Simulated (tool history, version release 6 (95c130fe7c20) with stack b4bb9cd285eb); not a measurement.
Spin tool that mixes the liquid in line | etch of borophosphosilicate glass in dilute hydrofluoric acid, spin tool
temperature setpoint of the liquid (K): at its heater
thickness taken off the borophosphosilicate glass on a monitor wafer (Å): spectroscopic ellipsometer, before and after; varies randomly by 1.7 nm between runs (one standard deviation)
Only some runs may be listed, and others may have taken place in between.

| run | hour | temperature setpoint of the liquid (K) | parts of water to one part of 49 % hydrofluoric acid (parts by volume) | time under the liquid (s) | thickness taken off the borophosphosilicate glass on a monitor wafer (Å) |
|---|---|---|---|---|---|
| 1 | 0.0 | 294.15 | 50 | 95 | 814.19 |
| 2 | 5.9 | 292.15 | 50 | 95 | 762.05 |
| 3 | 10.7 | 290.15 | 50 | 95 | 703.36 |
| 4 | 18.6 | 290.15 | 50 | 95 | 705.21 |
| 5 | 26.0 | 292.15 | 50 | 95 | 751.79 |
| 6 | 27.9 | 294.65 | 50 | 95 | 852.96 |
| 7 | 29.3 | 296.15 | 45 | 95 | 1009.80 |
| 8 | 36.0 | 296.15 | 45 | 95 | 1007.10 |
| 9 | 44.3 | 297.15 | 40 | 95 | 1181.20 |
| 10 | 53.2 | 298.15 | 40 | 95 | 1244.70 |
| 11 | 57.7 | 298.65 | 40 | 95 | 1272.50 |
| 12 | 60.2 | 299.15 | 40 | 95 | 1276.10 |
| 13 | 68.4 | 299.65 | 40 | 95 | 1288.10 |
| 14 | 76.6 | 300.15 | 40 | 95 | 1344.60 |
| 15 | 83.3 | 300.65 | 40 | 95 | 1359.80 |
| 16 | 89.1 | 301.15 | 40 | 95 | 1402.90 |

Run 17 has not been measured yet. What should we expect?
| 17 | 96.0 | 301.65 | 35 | 95 | ? |

{"run 17": {"thickness taken off the borophosphosilicate glass on a monitor wafer (Å)": 1649.1}}
